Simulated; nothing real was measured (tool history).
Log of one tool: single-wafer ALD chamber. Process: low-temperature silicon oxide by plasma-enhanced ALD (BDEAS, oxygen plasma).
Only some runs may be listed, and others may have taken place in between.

run    day  heater temperature setpoint (°C)  number of ALD cycles (cycles)  mean film thickness on the monitor wafer (Å)
  1      0                               120                             67                                        88.311
  2  0.092                               121                             63                                        84.465
  3  0.288                               126                             63                                        82.324
  4  0.467                               120                             63                                        83.646
  5  0.558                               121                             59                                        78.042
  6  0.625                               121                             57                                        75.324
  7  0.704                               121                             55                                        73.335

What does the tool deliver on the next run?
  8  0.958                               121                             54                                             ?

Run 8 came out at mean film thickness on the monitor wafer (Å) 71.254.
